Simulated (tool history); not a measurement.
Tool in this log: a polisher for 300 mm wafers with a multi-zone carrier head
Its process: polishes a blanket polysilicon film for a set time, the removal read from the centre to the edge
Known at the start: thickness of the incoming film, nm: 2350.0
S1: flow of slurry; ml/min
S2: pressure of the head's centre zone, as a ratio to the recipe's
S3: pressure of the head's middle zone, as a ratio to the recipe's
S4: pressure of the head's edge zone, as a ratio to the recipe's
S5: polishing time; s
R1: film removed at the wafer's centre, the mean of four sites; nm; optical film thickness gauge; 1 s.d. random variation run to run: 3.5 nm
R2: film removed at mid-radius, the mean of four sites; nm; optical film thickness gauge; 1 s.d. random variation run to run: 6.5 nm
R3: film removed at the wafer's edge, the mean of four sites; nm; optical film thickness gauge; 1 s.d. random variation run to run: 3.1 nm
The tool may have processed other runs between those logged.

run,hour,S1,S2,S3,S4,S5,R1,R2,R3
1,0.0,160,1.00,1.00,1.00,67,454.21,467.08,484.15
2,4.0,150,0.98,1.02,1.00,67,444.72,470.72,475.21
3,5.0,150,0.98,1.02,1.08,67,447.06,472.61,498.85
4,8.5,150,0.98,1.02,1.12,67,451.45,474.50,509.49
5,12.5,150,1.04,1.02,1.12,67,473.02,471.40,506.08
6,19.0,150,1.04,0.94,1.12,67,480.42,434.29,510.10
7,21.6,140,1.01,0.97,1.10,67,453.53,453.80,493.63
8,24.5,130,0.99,0.98,1.10,67,443.33,450.01,490.86
9,29.1,125,0.97,1.00,1.09,67,426.37,460.03,488.72

Run 10 comes next. What will it give?
10,33.1,120,0.96,1.01,1.08,67,?,?,?

{"run 10": {"R1": 421.38, "R2": 455.18, "R3": 484.96}}
